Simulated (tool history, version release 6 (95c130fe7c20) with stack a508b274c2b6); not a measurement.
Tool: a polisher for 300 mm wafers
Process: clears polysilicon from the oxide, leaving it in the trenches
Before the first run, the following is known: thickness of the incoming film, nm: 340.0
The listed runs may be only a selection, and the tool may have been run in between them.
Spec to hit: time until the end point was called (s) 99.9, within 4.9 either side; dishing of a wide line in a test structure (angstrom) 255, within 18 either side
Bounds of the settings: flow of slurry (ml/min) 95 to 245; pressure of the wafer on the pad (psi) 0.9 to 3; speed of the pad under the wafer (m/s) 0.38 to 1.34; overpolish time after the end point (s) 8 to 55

run	day	flow of slurry (ml/min)	pressure of the wafer on the pad (psi)	speed of the pad under the wafer (m/s)	overpolish time after the end point (s)	time until the end point was called (s)	dishing of a wide line in a test structure (angstrom)
1	0	155	1.9	0.86	28	49.873	564.42
2	0.171	140	1.9	0.86	28	49.758	541.73
3	0.512	125	1.6	0.8	21	66.928	495.4
4	0.662	140	1.6	0.8	21	63.857	495.38
5	0.725	140	1.6	1	21	52.334	523
6	0.983	140	1.6	1	29	51.595	563.74
7	1.246	140	1	0.76	15	103.89	331.15
8	1.533	175	1	0.76	13	100.75	293.86
9	1.883	185	1	0.76	12	100.18	286.43
10	2.121	195	1	0.76	11	99.711	266.45
11	2.162	205	1	0.76	8	96.574	213.63
12	2.258	195	1	0.76	8	98.231	218.37

Below are 5 possible settings for the next run. Only one of them brings all results inside the allowed miss of their targets. Which is it?
A	2.354	165	1.2	0.64	12	?	?
B	2.354	165	1.3	0.6	8	?	?
C	2.354	180	1	0.76	10	?	?
D	2.354	190	1.1	0.76	10	?	?
E	2.354	185	1.3	0.62	8	?	?

move	time until the end point was called (s)	dishing of a wide line in a test structure (angstrom)
A	99.941	286.05
B	98.496	213.72
C	99.273	252.03
D	89.969	270.82
E	93.71	222.23
A: pushes the last run's worst result past its target
B: the biggest miss grows against the last run
C: every result lands within tolerance
D: the furthest-off result lands on target, but another misses its tolerance
E: nearer than the last run, and not there yet
Go with C: it meets all targets.
